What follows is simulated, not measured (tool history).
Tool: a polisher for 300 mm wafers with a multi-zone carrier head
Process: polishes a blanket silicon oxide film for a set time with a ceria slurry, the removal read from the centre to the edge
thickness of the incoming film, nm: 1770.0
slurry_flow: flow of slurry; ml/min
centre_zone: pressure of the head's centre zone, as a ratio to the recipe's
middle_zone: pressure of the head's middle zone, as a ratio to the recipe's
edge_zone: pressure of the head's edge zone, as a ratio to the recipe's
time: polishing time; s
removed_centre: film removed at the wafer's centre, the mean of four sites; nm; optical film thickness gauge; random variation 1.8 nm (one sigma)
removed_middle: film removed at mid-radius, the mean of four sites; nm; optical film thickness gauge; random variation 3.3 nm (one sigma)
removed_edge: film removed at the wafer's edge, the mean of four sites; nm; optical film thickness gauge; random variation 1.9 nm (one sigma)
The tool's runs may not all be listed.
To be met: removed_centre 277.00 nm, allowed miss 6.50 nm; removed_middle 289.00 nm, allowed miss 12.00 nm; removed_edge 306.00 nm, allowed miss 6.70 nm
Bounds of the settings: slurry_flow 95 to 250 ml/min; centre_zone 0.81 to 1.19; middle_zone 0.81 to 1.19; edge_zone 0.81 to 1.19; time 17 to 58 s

Run 1, hour 0.0: slurry_flow 160 ml/min, centre_zone 1.00, middle_zone 1.00, edge_zone 1.00, time 37 s. Result: removed_centre 218.25 nm, removed_middle 219.41 nm, removed_edge 212.13 nm.
Run 2, hour 6.4: slurry_flow 170 ml/min, centre_zone 0.99, middle_zone 1.00, edge_zone 1.05, time 40 s. Result: removed_centre 237.40 nm, removed_middle 240.66 nm, removed_edge 238.53 nm.
Run 3, hour 14.1: slurry_flow 170 ml/min, centre_zone 0.99, middle_zone 0.93, edge_zone 1.05, time 40 s. Result: removed_centre 238.53 nm, removed_middle 225.90 nm, removed_edge 241.14 nm.
Run 4, hour 18.9: slurry_flow 170 ml/min, centre_zone 0.99, middle_zone 0.93, edge_zone 1.00, time 40 s. Result: removed_centre 235.32 nm, removed_middle 225.49 nm, removed_edge 234.85 nm.
Run 5, hour 25.0: slurry_flow 130 ml/min, centre_zone 0.99, middle_zone 0.93, edge_zone 1.00, time 40 s. Result: removed_centre 223.03 nm, removed_middle 210.94 nm, removed_edge 224.44 nm.
Run 6, hour 30.3: slurry_flow 155 ml/min, centre_zone 0.98, middle_zone 0.94, edge_zone 1.05, time 41 s. Result: removed_centre 234.67 nm, removed_middle 232.89 nm, removed_edge 241.02 nm.
Run 7, hour 35.4: slurry_flow 175 ml/min, centre_zone 0.97, middle_zone 0.93, edge_zone 1.09, time 42 s. Result: removed_centre 243.94 nm, removed_middle 241.14 nm, removed_edge 255.73 nm.
Run 8, hour 40.1: slurry_flow 190 ml/min, centre_zone 0.96, middle_zone 0.93, edge_zone 1.12, time 43 s. Result: removed_centre 251.41 nm, removed_middle 244.64 nm, removed_edge 266.59 nm.

Which of these 5 next moves meets every target?
Run A, hour 44.8: slurry_flow 175 ml/min, centre_zone 0.93, middle_zone 1.02, edge_zone 1.07, time 48 s. Result: removed_centre ?, removed_middle ?, removed_edge ?.
Run B, hour 44.8: slurry_flow 170 ml/min, centre_zone 0.97, middle_zone 1.00, edge_zone 1.19, time 48 s. Result: removed_centre ?, removed_middle ?, removed_edge ?.
Run C, hour 44.8: slurry_flow 145 ml/min, centre_zone 0.93, middle_zone 1.14, edge_zone 1.04, time 50 s. Result: removed_centre ?, removed_middle ?, removed_edge ?.
Run D, hour 44.8: slurry_flow 210 ml/min, centre_zone 1.01, middle_zone 0.92, edge_zone 1.14, time 39 s. Result: removed_centre ?, removed_middle ?, removed_edge ?.
Run E, hour 44.8: slurry_flow 195 ml/min, centre_zone 1.03, middle_zone 1.06, edge_zone 0.97, time 43 s. Result: removed_centre ?, removed_middle ?, removed_edge ?.

move  removed_centre  removed_middle  removed_edge
   A          266.38          294.23        291.56
   B          276.28          288.04        306.77
   C          266.35          322.77        291.03
   D          242.85          226.98        250.32
   E          269.97          276.62        252.22
A: nearer than the last run, and not there yet
B: meets every target
C: nearer than the last run, and not there yet
D: further off than the last run
E: further off than the last run
Move B is the one to make.
